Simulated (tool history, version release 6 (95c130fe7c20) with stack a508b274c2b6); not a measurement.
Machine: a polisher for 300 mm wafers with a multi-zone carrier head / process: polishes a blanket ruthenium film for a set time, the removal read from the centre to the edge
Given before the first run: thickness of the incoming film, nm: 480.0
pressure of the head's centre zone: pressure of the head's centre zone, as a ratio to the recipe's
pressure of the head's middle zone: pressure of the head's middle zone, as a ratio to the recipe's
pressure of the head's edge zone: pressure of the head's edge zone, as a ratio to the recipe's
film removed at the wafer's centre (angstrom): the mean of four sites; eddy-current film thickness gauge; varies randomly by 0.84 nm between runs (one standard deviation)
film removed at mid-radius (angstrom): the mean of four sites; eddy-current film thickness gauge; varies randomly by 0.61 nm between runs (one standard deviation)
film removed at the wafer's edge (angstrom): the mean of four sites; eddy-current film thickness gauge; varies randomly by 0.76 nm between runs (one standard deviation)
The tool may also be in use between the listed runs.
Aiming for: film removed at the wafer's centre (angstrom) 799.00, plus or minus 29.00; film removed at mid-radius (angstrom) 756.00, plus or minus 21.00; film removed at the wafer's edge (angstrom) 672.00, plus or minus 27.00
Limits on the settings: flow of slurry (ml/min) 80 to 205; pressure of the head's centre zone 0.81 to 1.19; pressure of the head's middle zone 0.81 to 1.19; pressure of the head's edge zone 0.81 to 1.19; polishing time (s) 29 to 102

| run | hour | flow of slurry (ml/min) | pressure of the head's centre zone | pressure of the head's middle zone | pressure of the head's edge zone | polishing time (s) | film removed at the wafer's centre (angstrom) | film removed at mid-radius (angstrom) | film removed at the wafer's edge (angstrom) |
|---|---|---|---|---|---|---|---|---|---|
| 1 | 0.0 | 135 | 1.00 | 1.00 | 1.00 | 65 | 643.07 | 646.23 | 634.64 |
| 2 | 8.9 | 135 | 1.00 | 1.00 | 1.00 | 76 | 749.67 | 738.15 | 751.42 |
| 3 | 12.4 | 115 | 1.00 | 1.00 | 1.00 | 76 | 701.69 | 719.11 | 721.38 |
| 4 | 17.7 | 115 | 1.00 | 1.00 | 1.05 | 76 | 715.54 | 716.89 | 745.04 |
| 5 | 21.4 | 115 | 1.00 | 0.94 | 1.05 | 76 | 727.31 | 670.80 | 748.75 |
| 6 | 25.7 | 115 | 1.00 | 0.94 | 1.05 | 61 | 574.67 | 539.00 | 604.00 |
| 7 | 27.6 | 125 | 1.01 | 0.96 | 1.05 | 61 | 585.09 | 567.88 | 608.58 |
| 8 | 34.5 | 135 | 1.03 | 0.97 | 1.05 | 61 | 613.26 | 588.69 | 615.54 |
| 9 | 39.2 | 170 | 1.13 | 1.07 | 1.06 | 63 | 741.63 | 691.44 | 667.54 |
| 10 | 42.5 | 170 | 1.13 | 1.07 | 1.06 | 63 | 745.09 | 684.98 | 667.25 |
| 11 | 47.7 | 175 | 1.13 | 1.08 | 1.05 | 63 | 743.50 | 692.96 | 664.12 |

5 candidate next runs follow, results not yet known. Just one meets every target within its allowed miss. Identify it.
| A | 52.9 | 160 | 1.16 | 1.12 | 0.96 | 68 | ? | ? | ? |
| B | 52.9 | 170 | 1.19 | 1.10 | 1.01 | 63 | ? | ? | ? |
| C | 52.9 | 150 | 1.19 | 0.91 | 0.99 | 67 | ? | ? | ? |
| D | 52.9 | 180 | 1.16 | 1.08 | 0.97 | 64 | ? | ? | ? |
| E | 52.9 | 150 | 1.14 | 1.07 | 1.08 | 62 | ? | ? | ? |

| move | film removed at the wafer's centre (angstrom) | film removed at mid-radius (angstrom) | film removed at the wafer's edge (angstrom) |
|---|---|---|---|
| A | 803.68 | 755.57 | 678.50 |
| B | 773.49 | 696.85 | 649.53 |
| C | 799.72 | 616.57 | 674.10 |
| D | 774.23 | 703.95 | 651.99 |
| E | 709.54 | 654.05 | 649.63 |
A: in spec on every target
B: nearer than the last run, and not there yet
C: further off than the last run
D: nearer than the last run, and not there yet
E: further off than the last run
Answer: A
